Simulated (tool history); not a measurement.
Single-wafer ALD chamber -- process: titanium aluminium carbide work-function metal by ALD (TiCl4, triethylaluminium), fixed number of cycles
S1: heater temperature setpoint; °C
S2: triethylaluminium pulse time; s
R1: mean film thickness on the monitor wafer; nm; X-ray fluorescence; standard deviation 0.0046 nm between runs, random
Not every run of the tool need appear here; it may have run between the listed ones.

run   hour   S1     S2      R1
  1    0.0  285  13.02  1.9223
  2    2.6  285  10.40  1.8970
  3   10.9  283  10.22  1.8514
  4   15.9  282  10.17  1.8483
  5   23.9  282   8.43  1.8037
  6   24.5  281   8.41  1.8000
  7   30.9  280   8.38  1.7968
  8   39.4  273   7.81  1.7030
  9   45.0  274   7.83  1.7185
 10   51.7  274   7.85  1.7183
 11   53.7  274   7.87  1.7250
 12   62.2  274   7.89  1.7094
 13   69.8  274   7.91  1.7212
 14   73.6  274   7.93  1.7092
 15   78.9  274   7.95  1.7242
 16   87.4  274   7.97  1.7204
 17   94.1  274   7.99  1.7222
 18   96.4  274   7.99  1.7223
 19   97.4  274   8.01  1.7267
 20   99.1  274   8.02  1.7246
 21  100.9  274   8.03  1.7210
 22  102.0  274   8.05  1.7257
 23  106.2  274   8.06  1.7187
 24  111.6  274   8.08  1.7221
 25  114.4  274   8.10  1.7232

What will run 26 give?
 26  121.0  274  8.11   ?

Run 26 produced R1 1.7250 nm.
